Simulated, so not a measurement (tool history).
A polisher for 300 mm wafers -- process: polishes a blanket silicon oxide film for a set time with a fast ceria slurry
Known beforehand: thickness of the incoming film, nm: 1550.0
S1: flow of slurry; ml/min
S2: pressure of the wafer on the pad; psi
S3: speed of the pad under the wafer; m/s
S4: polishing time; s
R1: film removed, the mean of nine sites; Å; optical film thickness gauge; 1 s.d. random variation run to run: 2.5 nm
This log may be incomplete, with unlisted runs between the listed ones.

run	hour	S1	S2	S3	S4	R1
1	0.0	170	3.4	1.10	16	3443.3
2	4.4	140	3.4	1.10	16	3416.6
3	12.0	140	3.4	0.84	16	2558.4
4	20.9	140	3.2	0.84	16	2480.3
5	24.0	125	3.2	0.84	16	2444.1
6	32.1	125	3.0	0.84	16	2352.5
7	36.8	125	2.9	0.84	16	2196.7
8	45.5	125	2.8	0.84	16	2138.9

Run 9 has not been measured yet. What should we expect?
9	49.1	125	2.7	0.84	16	?

R1: 2072.6 Å
